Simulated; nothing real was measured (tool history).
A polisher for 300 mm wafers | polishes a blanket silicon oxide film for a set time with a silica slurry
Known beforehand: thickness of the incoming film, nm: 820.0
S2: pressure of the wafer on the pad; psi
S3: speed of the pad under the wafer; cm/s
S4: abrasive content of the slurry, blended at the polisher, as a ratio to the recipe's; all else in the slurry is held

Run 1, day 0.000: flow of slurry (ml/min) 300, S2 2.8 psi, S3 132 cm/s, S4 1.00, polishing time (s) 98. Result: film removed (nm) 299.22.
Run 2, day 0.250: flow of slurry (ml/min) 300, S2 3.2 psi, S3 134 cm/s, S4 1.00, polishing time (s) 98. Result: film removed (nm) 343.18.
Run 3, day 0.608: flow of slurry (ml/min) 300, S2 3.2 psi, S3 134 cm/s, S4 1.00, polishing time (s) 98. Result: film removed (nm) 345.30.
Run 4, day 0.808: flow of slurry (ml/min) 300, S2 3.5 psi, S3 134 cm/s, S4 1.00, polishing time (s) 98. Result: film removed (nm) 372.43.
Run 5, day 0.971: flow of slurry (ml/min) 300, S2 3.5 psi, S3 150 cm/s, S4 1.00, polishing time (s) 98. Result: film removed (nm) 415.67.
Run 6, day 1.075: flow of slurry (ml/min) 300, S2 3.5 psi, S3 150 cm/s, S4 0.85, polishing time (s) 98. Result: film removed (nm) 366.88.
Run 7, day 1.112: flow of slurry (ml/min) 300, S2 3.8 psi, S3 150 cm/s, S4 0.85, polishing time (s) 98. Result: film removed (nm) 390.64.
Run 8, day 1.346: flow of slurry (ml/min) 300, S2 4.0 psi, S3 154 cm/s, S4 0.85, polishing time (s) 98. Result: film removed (nm) 423.27.
Run 9, day 1.571: flow of slurry (ml/min) 300, S2 4.1 psi, S3 156 cm/s, S4 0.85, polishing time (s) 98. Result: film removed (nm) 434.02.

For run 10, what comes out?
Run 10, day 1.800: flow of slurry (ml/min) 300, S2 4.2 psi, S3 158 cm/s, S4 0.85, polishing time (s) 98. Result: film removed (nm) ?.

{"run 10": {"film removed (nm)": 448.57}}

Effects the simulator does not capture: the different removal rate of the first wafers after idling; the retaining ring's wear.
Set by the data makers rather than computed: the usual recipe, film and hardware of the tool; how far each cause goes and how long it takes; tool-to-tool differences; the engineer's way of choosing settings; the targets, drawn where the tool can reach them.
